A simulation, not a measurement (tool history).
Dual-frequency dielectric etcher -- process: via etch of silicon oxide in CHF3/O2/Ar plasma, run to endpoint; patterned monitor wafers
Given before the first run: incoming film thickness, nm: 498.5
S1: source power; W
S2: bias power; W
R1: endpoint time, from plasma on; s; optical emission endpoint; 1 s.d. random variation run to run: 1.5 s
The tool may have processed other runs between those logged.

| run | day | S1 | S2 | R1 |
|---|---|---|---|---|
| 1 | 0 | 500 | 193 | 291.23 |
| 2 | 0.092 | 470 | 188 | 298.7 |
| 3 | 0.433 | 470 | 218 | 289.72 |
| 4 | 0.788 | 450 | 209 | 296.54 |
| 5 | 0.817 | 430 | 201 | 305.24 |
| 6 | 1.121 | 500 | 201 | 288.58 |
| 7 | 1.367 | 470 | 194 | 293.84 |
| 8 | 1.521 | 450 | 182 | 306.97 |
| 9 | 1.896 | 430 | 178 | 313.68 |
| 10 | 2.083 | 410 | 175 | 320.26 |
| 11 | 2.258 | 400 | 173 | 324.64 |
| 12 | 2.567 | 390 | 172 | 325.47 |
| 13 | 2.596 | 380 | 170 | 331.39 |

For run 14, what comes out?
| 14 | 2.733 | 370 | 169 | ? |

R1: 337.78 s
